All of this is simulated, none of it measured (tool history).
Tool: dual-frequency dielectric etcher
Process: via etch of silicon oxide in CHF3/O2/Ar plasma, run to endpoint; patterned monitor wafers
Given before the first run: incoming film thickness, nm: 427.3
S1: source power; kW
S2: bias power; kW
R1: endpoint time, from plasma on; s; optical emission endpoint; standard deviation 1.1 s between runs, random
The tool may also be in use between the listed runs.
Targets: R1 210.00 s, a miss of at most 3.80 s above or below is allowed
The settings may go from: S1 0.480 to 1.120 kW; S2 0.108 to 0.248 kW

run 1 hour=0.0 | S1=0.800 S2=0.178 | R1=191.84
run 2 hour=9.0 | S1=0.910 S2=0.178 | R1=180.38
run 3 hour=17.9 | S1=0.960 S2=0.178 | R1=175.22
run 4 hour=23.2 | S1=0.960 S2=0.156 | R1=179.87
run 5 hour=24.5 | S1=0.920 S2=0.154 | R1=182.41
run 6 hour=31.0 | S1=0.790 S2=0.154 | R1=199.61
run 7 hour=36.7 | S1=0.780 S2=0.153 | R1=200.82
run 8 hour=42.8 | S1=0.780 S2=0.153 | R1=200.02
run 9 hour=45.4 | S1=0.770 S2=0.152 | R1=202.67
run 10 hour=49.3 | S1=0.760 S2=0.152 | R1=202.36
-- hour=54.4 bias power generator calibrated
run 11 hour=54.4 | S1=0.750 S2=0.152 | R1=204.52

Consider the 4 candidate settings below. Which is the only one whose results all fall within their allowed miss of target?
run A hour=59.5 | S1=0.790 S2=0.112 | R1=?
run B hour=59.5 | S1=0.670 S2=0.153 | R1=?
run C hour=59.5 | S1=0.810 S2=0.157 | R1=?
run D hour=59.5 | S1=0.820 S2=0.172 | R1=?

move=A R1=210.44
move=B R1=217.90
move=C R1=197.15
move=D R1=192.82
A: in spec on every target
B: the result that was furthest off in the last run now lies on the other side of its target
C: misses by more than the last run did
D: misses by more than the last run did
So the answer is move A, the one that meets all the targets.
